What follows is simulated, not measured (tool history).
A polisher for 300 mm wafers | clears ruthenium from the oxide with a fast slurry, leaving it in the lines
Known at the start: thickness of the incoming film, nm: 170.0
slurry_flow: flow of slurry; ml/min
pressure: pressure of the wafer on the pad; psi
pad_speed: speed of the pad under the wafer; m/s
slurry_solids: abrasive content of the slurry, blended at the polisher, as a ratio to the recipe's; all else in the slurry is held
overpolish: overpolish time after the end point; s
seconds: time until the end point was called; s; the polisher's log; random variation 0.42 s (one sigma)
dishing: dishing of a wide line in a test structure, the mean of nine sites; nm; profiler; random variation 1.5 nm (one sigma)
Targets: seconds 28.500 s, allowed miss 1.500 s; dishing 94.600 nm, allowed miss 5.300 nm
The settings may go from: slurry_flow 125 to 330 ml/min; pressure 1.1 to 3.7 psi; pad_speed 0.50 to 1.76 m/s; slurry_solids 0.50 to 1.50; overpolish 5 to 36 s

run,day,slurry_flow,pressure,pad_speed,slurry_solids,overpolish,seconds,dishing
1,0.000,210,2.4,1.12,1.00,18,45.754,57.269
2,0.058,170,2.4,1.12,1.00,18,48.285,54.127
3,0.083,185,2.7,1.12,1.00,18,41.491,62.741
4,0.412,185,2.7,1.12,1.10,18,39.866,64.470
# day 0.688: slurry nozzle cleaned
5,0.688,200,2.9,1.12,1.10,18,34.766,75.574
6,0.979,220,2.9,1.12,1.10,18,34.137,73.684
7,1.262,220,2.9,1.12,1.10,18,34.427,74.943
8,1.338,230,3.0,1.12,1.10,18,33.689,73.766
9,1.617,230,3.1,1.12,1.10,19,32.249,82.304

5 next moves are on the table. One of them brings every result within its allowed miss. Which?
A,1.896,230,2.7,1.44,1.15,20,?,?
B,1.896,230,3.6,1.10,1.00,17,?,?
C,1.896,210,3.1,1.08,1.20,20,?,?
D,1.896,295,3.4,0.88,1.40,19,?,?
E,1.896,215,3.3,1.18,1.15,17,?,?

move,seconds,dishing
A,28.684,92.546
B,28.665,81.131
C,32.402,83.846
D,32.554,80.061
E,28.441,81.658
A: meets every target
B: brings the result that was furthest off to its target, and leaves another outside
C: as far off as the last run
D: further off than the last run
E: brings the result that was furthest off to its target, and leaves another outside
The right move is A.
